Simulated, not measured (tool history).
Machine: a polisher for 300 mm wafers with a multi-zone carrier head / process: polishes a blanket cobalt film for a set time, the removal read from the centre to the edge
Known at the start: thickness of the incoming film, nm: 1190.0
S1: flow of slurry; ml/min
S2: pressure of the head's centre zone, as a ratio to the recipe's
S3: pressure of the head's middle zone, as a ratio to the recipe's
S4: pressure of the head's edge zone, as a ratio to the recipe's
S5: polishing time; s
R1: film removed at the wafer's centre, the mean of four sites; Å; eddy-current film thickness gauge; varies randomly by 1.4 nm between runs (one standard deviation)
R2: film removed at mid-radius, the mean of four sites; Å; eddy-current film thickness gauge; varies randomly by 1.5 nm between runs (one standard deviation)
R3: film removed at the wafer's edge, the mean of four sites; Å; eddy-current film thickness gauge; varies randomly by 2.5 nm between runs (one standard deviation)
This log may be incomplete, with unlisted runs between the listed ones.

run,day,S1,S2,S3,S4,S5,R1,R2,R3
1,0,215,1,1,1,50,3070.2,3091.8,2965.4
2,0.217,215,1.05,1,1,50,3155.7,3092.4,2854
3,0.3,215,1.05,1,1.03,50,3206.9,3113.9,3048.5
4,0.429,200,0.99,0.98,1.02,44,2595.1,2628.4,2602.1
5,0.762,145,0.99,0.98,1.02,44,2488.1,2475.5,2511.6
6,0.912,145,0.96,0.98,1.02,44,2412.6,2516.7,2514.8

Forecast run 7:
7,1.062,140,0.93,0.95,1,40,?,?,?

R1: 2084.6 Å
R2: 2183.6 Å
R3: 2232.7 Å

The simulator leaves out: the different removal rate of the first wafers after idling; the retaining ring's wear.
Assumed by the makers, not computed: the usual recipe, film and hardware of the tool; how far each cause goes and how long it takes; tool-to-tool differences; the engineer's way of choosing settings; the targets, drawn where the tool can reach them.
